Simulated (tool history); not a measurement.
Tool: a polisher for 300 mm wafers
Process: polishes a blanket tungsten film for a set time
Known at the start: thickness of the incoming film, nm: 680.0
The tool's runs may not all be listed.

run,hour,flow of slurry (ml/min),pressure of the wafer on the pad (kPa),speed of the pad under the wafer (cm/s),abrasive content of the slurry,polishing time (s),film removed (nm)
1,0,180,20,140,1,29,131.16
2,2.9,180,22.8,144,1,29,155
3,8.4,200,22.8,144,1,29,156.28
4,12.3,200,22.8,144,1,26,142.2
5,15.4,200,24.8,150,1,26,163.02
6,16.2,200,24.8,134,1,26,141.79
7,19.1,200,26.2,144,1,26,165.79
8,23.1,200,26.9,150,1,26,172.6
9,26.8,200,27.6,158,1,26,189.68

Run 10, settings as shown, results not yet in. Your forecast:
10,34.5,200,28.3,164,1,26,?

Run 10 came out at film removed (nm) 199.39.
